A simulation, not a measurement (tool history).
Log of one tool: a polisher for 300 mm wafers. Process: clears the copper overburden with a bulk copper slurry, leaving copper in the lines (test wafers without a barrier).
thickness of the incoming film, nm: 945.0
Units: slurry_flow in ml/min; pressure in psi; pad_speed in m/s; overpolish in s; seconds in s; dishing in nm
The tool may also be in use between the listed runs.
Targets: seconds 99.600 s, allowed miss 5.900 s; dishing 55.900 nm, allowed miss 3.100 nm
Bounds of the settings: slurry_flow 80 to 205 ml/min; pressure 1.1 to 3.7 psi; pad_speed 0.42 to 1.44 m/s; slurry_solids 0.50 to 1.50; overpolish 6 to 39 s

| run | hour | slurry_flow | pressure | pad_speed | slurry_solids | overpolish | seconds | dishing |
|---|---|---|---|---|---|---|---|---|
| 1 | 0.0 | 135 | 2.4 | 0.92 | 1.00 | 20 | 136.570 | 72.260 |
| 2 | 2.3 | 125 | 2.4 | 0.92 | 1.00 | 20 | 133.850 | 69.805 |
| 3 | 10.6 | 125 | 2.8 | 0.92 | 1.00 | 20 | 118.600 | 80.091 |
| 4 | 15.4 | 125 | 3.1 | 0.92 | 1.00 | 20 | 108.430 | 88.241 |
| 5 | 20.7 | 125 | 3.4 | 0.92 | 1.00 | 20 | 96.882 | 91.719 |
| 6 | 27.3 | 125 | 3.6 | 0.92 | 1.00 | 20 | 90.201 | 95.864 |
| 7 | 31.1 | 125 | 3.6 | 0.92 | 1.00 | 17 | 91.850 | 85.407 |
| 8 | 33.0 | 125 | 3.6 | 0.92 | 1.00 | 15 | 89.501 | 77.760 |
| 9 | 37.7 | 125 | 3.5 | 0.92 | 1.00 | 14 | 94.679 | 73.437 |
| 10 | 40.4 | 130 | 3.4 | 0.92 | 1.00 | 6 | 98.148 | 35.785 |
| 11 | 47.7 | 115 | 3.3 | 0.96 | 1.00 | 13 | 97.214 | 67.267 |
| 12 | 50.1 | 120 | 3.3 | 0.96 | 1.00 | 13 | 98.203 | 66.849 |
| 13 | 53.6 | 125 | 3.3 | 0.96 | 1.00 | 13 | 99.153 | 66.011 |
| 14 | 56.5 | 125 | 3.3 | 0.98 | 1.00 | 8 | 94.391 | 47.554 |
| 15 | 60.0 | 120 | 3.3 | 0.98 | 1.00 | 8 | 96.563 | 46.002 |
| 16 | 68.9 | 115 | 3.3 | 0.98 | 1.00 | 8 | 92.027 | 45.140 |
|  | 74.9 | head pressure recalibrated |
| 17 | 74.9 | 125 | 3.3 | 0.98 | 1.00 | 8 | 97.786 | 45.410 |
| 18 | 82.7 | 125 | 3.3 | 0.98 | 1.00 | 9 | 99.288 | 48.107 |
| 19 | 91.2 | 125 | 3.3 | 0.98 | 1.00 | 9 | 99.633 | 48.421 |
| 20 | 99.9 | 125 | 3.3 | 0.98 | 1.00 | 9 | 99.439 | 46.990 |
| 21 | 101.9 | 120 | 3.3 | 0.98 | 1.00 | 9 | 98.925 | 47.402 |

5 next moves are on the table. One of them brings every result within its allowed miss. Which?
| A | 103.9 | 110 | 3.4 | 0.92 | 1.05 | 8 | ? | ? |
| B | 103.9 | 140 | 3.2 | 0.92 | 1.35 | 11 | ? | ? |
| C | 103.9 | 145 | 3.1 | 1.06 | 0.90 | 9 | ? | ? |
| D | 103.9 | 120 | 3.6 | 0.96 | 1.05 | 6 | ? | ? |
| E | 103.9 | 125 | 3.7 | 0.88 | 1.05 | 9 | ? | ? |

| move | seconds | dishing |
|---|---|---|
| A | 106.220 | 42.443 |
| B | 102.330 | 57.110 |
| C | 97.380 | 50.302 |
| D | 94.287 | 36.674 |
| E | 98.922 | 50.146 |
A: further off than the last run
B: meets every target
C: nearer than the last run, and not there yet
D: further off than the last run
E: nearer than the last run, and not there yet
Move B is the one to make.

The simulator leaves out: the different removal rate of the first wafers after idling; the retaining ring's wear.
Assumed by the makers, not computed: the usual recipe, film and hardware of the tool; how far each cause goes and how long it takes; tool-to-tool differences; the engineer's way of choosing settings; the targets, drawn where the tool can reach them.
